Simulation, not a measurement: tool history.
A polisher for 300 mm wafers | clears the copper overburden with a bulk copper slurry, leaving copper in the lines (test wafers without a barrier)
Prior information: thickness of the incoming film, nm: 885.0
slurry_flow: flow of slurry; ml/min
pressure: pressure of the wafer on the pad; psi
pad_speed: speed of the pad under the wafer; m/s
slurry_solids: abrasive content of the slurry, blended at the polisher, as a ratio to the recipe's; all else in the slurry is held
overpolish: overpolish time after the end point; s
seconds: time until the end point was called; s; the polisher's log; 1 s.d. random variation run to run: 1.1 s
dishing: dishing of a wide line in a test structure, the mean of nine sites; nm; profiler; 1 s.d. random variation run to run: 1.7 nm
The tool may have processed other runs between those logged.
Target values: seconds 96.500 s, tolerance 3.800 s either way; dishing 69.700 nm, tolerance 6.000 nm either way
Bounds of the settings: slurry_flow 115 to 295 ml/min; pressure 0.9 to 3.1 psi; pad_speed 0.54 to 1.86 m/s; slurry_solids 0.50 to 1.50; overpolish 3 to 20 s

| run | hour | slurry_flow | pressure | pad_speed | slurry_solids | overpolish | seconds | dishing |
|---|---|---|---|---|---|---|---|---|
| 1 | 0.0 | 190 | 2.0 | 1.18 | 1.00 | 10 | 131.350 | 44.480 |
| 2 | 5.9 | 220 | 2.0 | 1.18 | 1.00 | 10 | 129.650 | 43.356 |
| 3 | 9.0 | 220 | 2.0 | 1.18 | 1.00 | 9 | 130.320 | 43.028 |
| 4 | 14.7 | 180 | 2.0 | 1.18 | 1.00 | 9 | 131.130 | 39.342 |
| 5 | 20.7 | 185 | 2.1 | 1.18 | 1.00 | 10 | 128.680 | 44.550 |
| 6 | 25.0 | 190 | 2.3 | 1.18 | 1.00 | 11 | 115.740 | 51.607 |
| 7 | 32.5 | 190 | 2.4 | 1.18 | 1.00 | 11 | 111.380 | 52.875 |
| 8 | 40.0 | 190 | 2.5 | 1.18 | 1.00 | 12 | 105.260 | 57.298 |
| 9 | 42.8 | 195 | 2.6 | 1.18 | 1.00 | 13 | 103.200 | 62.301 |

Which single option among these 4 for the next run brings every result within its allowed miss of target? Just one does.
| A | 45.6 | 195 | 2.2 | 1.20 | 1.15 | 13 | ? | ? |
| B | 45.6 | 160 | 2.7 | 1.24 | 1.00 | 15 | ? | ? |
| C | 45.6 | 190 | 2.7 | 1.04 | 1.20 | 10 | ? | ? |
| D | 45.6 | 205 | 2.2 | 1.20 | 1.40 | 10 | ? | ? |

| move | seconds | dishing |
|---|---|---|
| A | 112.310 | 55.953 |
| B | 94.862 | 66.536 |
| C | 104.710 | 51.082 |
| D | 105.800 | 49.879 |
A: its largest miss is bigger than the last run's
B: each result inside its tolerance
C: its largest miss is bigger than the last run's
D: its largest miss is bigger than the last run's
The right move is B.
